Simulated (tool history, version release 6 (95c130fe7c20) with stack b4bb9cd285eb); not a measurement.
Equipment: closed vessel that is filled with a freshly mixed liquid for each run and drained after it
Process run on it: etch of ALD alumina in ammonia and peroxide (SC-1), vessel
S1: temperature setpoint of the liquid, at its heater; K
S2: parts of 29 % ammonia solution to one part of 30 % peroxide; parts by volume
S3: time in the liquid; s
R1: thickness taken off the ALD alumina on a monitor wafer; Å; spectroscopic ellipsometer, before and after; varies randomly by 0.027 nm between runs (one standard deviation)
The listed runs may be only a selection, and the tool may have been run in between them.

run 1 hour=0.0 | S1=331.15 S2=0.55 S3=135 | R1=76.372
run 2 hour=6.0 | S1=326.15 S2=0.55 S3=135 | R1=59.379
run 3 hour=8.1 | S1=326.15 S2=0.75 S3=135 | R1=59.906
run 4 hour=9.6 | S1=330.15 S2=0.75 S3=135 | R1=75.022
run 5 hour=10.9 | S1=330.15 S2=0.85 S3=135 | R1=76.559
run 6 hour=17.0 | S1=330.15 S2=0.85 S3=105 | R1=58.427
run 7 hour=21.4 | S1=326.65 S2=0.85 S3=105 | R1=48.697
run 8 hour=29.9 | S1=324.65 S2=0.85 S3=105 | R1=44.261
run 9 hour=31.1 | S1=323.15 S2=0.85 S3=105 | R1=40.136
run 10 hour=39.2 | S1=322.15 S2=0.85 S3=105 | R1=38.552
run 11 hour=44.0 | S1=321.65 S2=0.85 S3=105 | R1=37.530

What does the tool deliver on the next run?
run 12 hour=52.5 | S1=319.65 S2=0.85 S3=105 | R1=?

R1: 33.493 Å

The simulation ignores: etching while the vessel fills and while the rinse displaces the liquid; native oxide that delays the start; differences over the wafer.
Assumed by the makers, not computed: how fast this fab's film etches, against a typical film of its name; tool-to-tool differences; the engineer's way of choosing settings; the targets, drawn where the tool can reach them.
